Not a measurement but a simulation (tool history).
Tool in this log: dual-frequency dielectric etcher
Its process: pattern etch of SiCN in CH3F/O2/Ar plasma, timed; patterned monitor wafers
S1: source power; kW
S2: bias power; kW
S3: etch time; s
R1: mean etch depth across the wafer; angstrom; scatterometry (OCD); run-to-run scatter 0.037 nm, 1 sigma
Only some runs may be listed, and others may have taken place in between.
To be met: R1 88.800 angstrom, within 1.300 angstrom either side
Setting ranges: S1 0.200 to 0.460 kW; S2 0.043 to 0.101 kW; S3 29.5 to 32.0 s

run,day,S1,S2,S3,R1
1,0.000,0.330,0.072,32.0,100.280
2,0.183,0.330,0.077,32.0,102.750
3,0.262,0.300,0.076,32.0,99.792
4,0.625,0.270,0.076,32.0,96.446
5,0.796,0.250,0.075,32.0,94.671
6,0.917,0.280,0.075,32.0,96.510
7,1.038,0.260,0.074,32.0,93.995
8,1.371,0.250,0.074,32.0,92.943
9,1.446,0.240,0.074,32.0,92.164
10,1.717,0.230,0.074,32.0,91.088

Pick the move, out of 4, that brings all results within their allowed miss; only one does.
A,1.988,0.300,0.069,30.5,?
B,1.988,0.350,0.068,30.0,?
C,1.988,0.290,0.078,29.5,?
D,1.988,0.250,0.071,31.0,?

move,R1
A,90.884
B,93.077
C,92.231
D,88.736
A: nearer than the last run, and not there yet
B: further off than the last run
C: further off than the last run
D: meets every target
So the answer is move D, the one that meets all the targets.
